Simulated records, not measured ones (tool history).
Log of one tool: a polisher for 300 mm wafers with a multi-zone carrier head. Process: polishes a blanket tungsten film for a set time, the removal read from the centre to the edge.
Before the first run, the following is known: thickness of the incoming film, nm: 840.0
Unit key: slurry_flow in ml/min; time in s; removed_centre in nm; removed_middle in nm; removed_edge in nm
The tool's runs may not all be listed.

Run 1, hour 0: slurry_flow 145 ml/min, centre_zone 1, middle_zone 1, edge_zone 1, slurry_solids 1, time 73 s. Result: removed_centre 271.29 nm, removed_middle 269.22 nm, removed_edge 272.2 nm.
Run 2, hour 0.6: slurry_flow 145 ml/min, centre_zone 0.93, middle_zone 1, edge_zone 1, slurry_solids 1, time 73 s. Result: removed_centre 249.28 nm, removed_middle 267.6 nm, removed_edge 266.82 nm.
Run 3, hour 9.3: slurry_flow 145 ml/min, centre_zone 0.93, middle_zone 1, edge_zone 1, slurry_solids 1, time 90 s. Result: removed_centre 310.89 nm, removed_middle 332.5 nm, removed_edge 334.23 nm.
Run 4, hour 16: slurry_flow 145 ml/min, centre_zone 0.93, middle_zone 1, edge_zone 1, slurry_solids 1.2, time 90 s. Result: removed_centre 336.81 nm, removed_middle 348.48 nm, removed_edge 352.88 nm.
Run 5, hour 23.5: slurry_flow 140 ml/min, centre_zone 0.95, middle_zone 0.98, edge_zone 0.98, slurry_solids 1.15, time 89 s. Result: removed_centre 331.79 nm, removed_middle 328.41 nm, removed_edge 339.04 nm.
Run 6, hour 25.7: slurry_flow 140 ml/min, centre_zone 0.96, middle_zone 0.96, edge_zone 0.96, slurry_solids 1.1, time 88 s. Result: removed_centre 323.25 nm, removed_middle 326.91 nm, removed_edge 327.52 nm.
Run 7, hour 27.4: slurry_flow 135 ml/min, centre_zone 0.99, middle_zone 0.94, edge_zone 0.96, slurry_solids 1.05, time 87 s. Result: removed_centre 322.01 nm, removed_middle 306.03 nm, removed_edge 325.04 nm.
Run 8, hour 35.4: slurry_flow 135 ml/min, centre_zone 1.01, middle_zone 0.93, edge_zone 0.94, slurry_solids 1, time 86 s. Result: removed_centre 322.04 nm, removed_middle 301.2 nm, removed_edge 307.94 nm.
Run 9, hour 41.7: slurry_flow 130 ml/min, centre_zone 1.02, middle_zone 0.91, edge_zone 0.93, slurry_solids 0.95, time 86 s. Result: removed_centre 320.62 nm, removed_middle 285.8 nm, removed_edge 300.05 nm.

Expected results for the next run?
Run 10, hour 43.8: slurry_flow 95 ml/min, centre_zone 1.02, middle_zone 0.84, edge_zone 0.83, slurry_solids 0.85, time 86 s. Result: removed_centre ?, removed_middle ?, removed_edge ?.

{"run 10": {"removed_centre": 278.92, "removed_middle": 242.12, "removed_edge": 262.53}}
